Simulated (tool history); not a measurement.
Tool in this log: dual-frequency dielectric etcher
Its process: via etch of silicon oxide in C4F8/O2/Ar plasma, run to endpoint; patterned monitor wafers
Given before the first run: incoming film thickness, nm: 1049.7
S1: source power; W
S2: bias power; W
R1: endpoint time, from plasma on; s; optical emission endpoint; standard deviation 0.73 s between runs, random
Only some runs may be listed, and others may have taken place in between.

run 1 hour=0 | S1=2080 S2=2359 | R1=179.3
run 2 hour=8.4 | S1=2280 S2=2421 | R1=170.6
run 3 hour=13.1 | S1=2410 S2=2459 | R1=163.52
run 4 hour=20.4 | S1=2410 S2=2136 | R1=171.94
run 5 hour=21.2 | S1=2100 S2=2136 | R1=183.59
run 6 hour=24.6 | S1=2300 S2=2199 | R1=175.69

Forecast run 7:
run 7 hour=28.3 | S1=2450 S2=2251 | R1=?

{"run 7": {"R1": 170.51}}
